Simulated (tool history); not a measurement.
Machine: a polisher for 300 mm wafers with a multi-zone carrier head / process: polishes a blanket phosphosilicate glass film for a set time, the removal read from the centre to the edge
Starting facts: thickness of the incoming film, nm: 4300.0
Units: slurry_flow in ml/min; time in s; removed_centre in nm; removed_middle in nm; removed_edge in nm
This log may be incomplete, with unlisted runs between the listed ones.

Run 1, hour 0: slurry_flow 200 ml/min, centre_zone 1, middle_zone 1, edge_zone 1, slurry_solids 1, time 43 s. Result: removed_centre 348.48 nm, removed_middle 363.55 nm, removed_edge 331.5 nm.
Run 2, hour 3.8: slurry_flow 200 ml/min, centre_zone 1, middle_zone 1, edge_zone 1, slurry_solids 0.9, time 43 s. Result: removed_centre 347.09 nm, removed_middle 346.96 nm, removed_edge 321.41 nm.
Run 3, hour 8.1: slurry_flow 215 ml/min, centre_zone 1.04, middle_zone 1.04, edge_zone 1.03, slurry_solids 1, time 43 s. Result: removed_centre 365.5 nm, removed_middle 375.71 nm, removed_edge 341.11 nm.
Run 4, hour 12: slurry_flow 215 ml/min, centre_zone 1.04, middle_zone 1.04, edge_zone 1.03, slurry_solids 0.85, time 43 s. Result: removed_centre 351.31 nm, removed_middle 357.61 nm, removed_edge 324.73 nm.
Run 5, hour 14.2: slurry_flow 230 ml/min, centre_zone 1.08, middle_zone 1.08, edge_zone 1.04, slurry_solids 0.95, time 43 s. Result: removed_centre 377.29 nm, removed_middle 386.48 nm, removed_edge 339.72 nm.
Run 6, hour 15.2: slurry_flow 230 ml/min, centre_zone 1.08, middle_zone 1.08, edge_zone 1.04, slurry_solids 0.95, time 47 s. Result: removed_centre 419.75 nm, removed_middle 410.64 nm, removed_edge 365.82 nm.
Run 7, hour 17.9: slurry_flow 240 ml/min, centre_zone 1.08, middle_zone 1.11, edge_zone 1.05, slurry_solids 1, time 47 s. Result: removed_centre 425.2 nm, removed_middle 437.01 nm, removed_edge 377.3 nm.
Run 8, hour 21.1: slurry_flow 250 ml/min, centre_zone 1.09, middle_zone 1.13, edge_zone 1.06, slurry_solids 1, time 47 s. Result: removed_centre 430.12 nm, removed_middle 434.44 nm, removed_edge 380.53 nm.
Run 9, hour 25.1: slurry_flow 245 ml/min, centre_zone 1.09, middle_zone 1.15, edge_zone 1.05, slurry_solids 1.05, time 47 s. Result: removed_centre 432.09 nm, removed_middle 464.5 nm, removed_edge 377.95 nm.
Run 10, hour 29.2: slurry_flow 250 ml/min, centre_zone 1.1, middle_zone 1.16, edge_zone 1.06, slurry_solids 1.05, time 47 s. Result: removed_centre 439.01 nm, removed_middle 469.62 nm, removed_edge 387.96 nm.
Run 11, hour 29.7: slurry_flow 255 ml/min, centre_zone 1.11, middle_zone 1.17, edge_zone 1.06, slurry_solids 1.05, time 47 s. Result: removed_centre 443.41 nm, removed_middle 464.83 nm, removed_edge 385.59 nm.

What will run 12 give?
Run 12, hour 33.3: slurry_flow 260 ml/min, centre_zone 1.11, middle_zone 1.17, edge_zone 1.06, slurry_solids 1.05, time 47 s. Result: removed_centre ?, removed_middle ?, removed_edge ?.

removed_centre: 447.32 nm
removed_middle: 464.22 nm
removed_edge: 387.95 nm
